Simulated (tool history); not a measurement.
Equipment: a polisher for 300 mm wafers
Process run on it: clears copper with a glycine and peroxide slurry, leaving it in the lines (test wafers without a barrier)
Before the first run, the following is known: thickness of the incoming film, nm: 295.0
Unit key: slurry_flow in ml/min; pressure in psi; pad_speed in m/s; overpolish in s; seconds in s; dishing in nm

Run 1, hour 0.0: slurry_flow 315 ml/min, pressure 2.1 psi, pad_speed 0.76 m/s, overpolish 27 s. Result: seconds 99.908 s, dishing 50.231 nm.
Run 2, hour 6.1: slurry_flow 315 ml/min, pressure 1.9 psi, pad_speed 0.76 m/s, overpolish 27 s. Result: seconds 101.070 s, dishing 46.783 nm.
Run 3, hour 7.5: slurry_flow 315 ml/min, pressure 1.9 psi, pad_speed 0.76 m/s, overpolish 19 s. Result: seconds 104.580 s, dishing 36.086 nm.
Run 4, hour 10.1: slurry_flow 315 ml/min, pressure 1.9 psi, pad_speed 0.66 m/s, overpolish 19 s. Result: seconds 114.980 s, dishing 31.487 nm.
Run 5, hour 14.8: slurry_flow 315 ml/min, pressure 2.0 psi, pad_speed 0.70 m/s, overpolish 21 s. Result: seconds 108.750 s, dishing 39.115 nm.
Run 6, hour 18.1: slurry_flow 315 ml/min, pressure 2.0 psi, pad_speed 0.52 m/s, overpolish 21 s. Result: seconds 130.530 s, dishing 32.236 nm.
Run 7, hour 25.5: slurry_flow 330 ml/min, pressure 2.6 psi, pad_speed 0.72 m/s, overpolish 34 s. Result: seconds 90.086 s, dishing 62.585 nm.
Run 8, hour 33.9: slurry_flow 330 ml/min, pressure 2.7 psi, pad_speed 0.74 m/s, overpolish 35 s. Result: seconds 88.333 s, dishing 67.248 nm.

Run 9, settings as shown, results not yet in. Your forecast:
Run 9, hour 40.3: slurry_flow 330 ml/min, pressure 2.8 psi, pad_speed 0.76 m/s, overpolish 35 s. Result: seconds ?, dishing ?.

seconds: 83.452 s
dishing: 67.154 nm

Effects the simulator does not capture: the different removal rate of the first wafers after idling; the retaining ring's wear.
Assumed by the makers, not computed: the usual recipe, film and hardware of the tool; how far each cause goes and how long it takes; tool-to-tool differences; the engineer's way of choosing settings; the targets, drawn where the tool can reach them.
